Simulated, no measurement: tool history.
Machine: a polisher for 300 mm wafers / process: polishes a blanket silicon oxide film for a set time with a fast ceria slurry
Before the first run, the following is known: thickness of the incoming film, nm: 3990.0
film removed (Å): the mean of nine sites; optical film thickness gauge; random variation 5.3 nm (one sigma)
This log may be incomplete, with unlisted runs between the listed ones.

| run | day | flow of slurry (ml/min) | pressure of the wafer on the pad (psi) | speed of the pad under the wafer (cm/s) | polishing time (s) | film removed (Å) |
|---|---|---|---|---|---|---|
| 1 | 0 | 170 | 2.5 | 76 | 50 | 4511.4 |
| 2 | 0.112 | 170 | 2.8 | 76 | 50 | 4942.5 |
| 3 | 0.35 | 170 | 2.8 | 88 | 50 | 5670.8 |
| 4 | 0.408 | 170 | 2.8 | 88 | 53 | 6147.5 |
| 5 | 0.621 | 170 | 2.8 | 88 | 53 | 5971.2 |
| 6 | 0.875 | 170 | 2.5 | 86 | 53 | 5411.3 |
| 7 | 1.217 | 170 | 2.2 | 84 | 53 | 4781.7 |
| 8 | 1.55 | 170 | 2 | 84 | 53 | 4661.4 |
| 9 | 1.658 | 170 | 1.8 | 84 | 53 | 4317.1 |

What will run 10 give?
| 10 | 1.683 | 170 | 1.7 | 84 | 53 | ? |

film removed (Å): 4199.2

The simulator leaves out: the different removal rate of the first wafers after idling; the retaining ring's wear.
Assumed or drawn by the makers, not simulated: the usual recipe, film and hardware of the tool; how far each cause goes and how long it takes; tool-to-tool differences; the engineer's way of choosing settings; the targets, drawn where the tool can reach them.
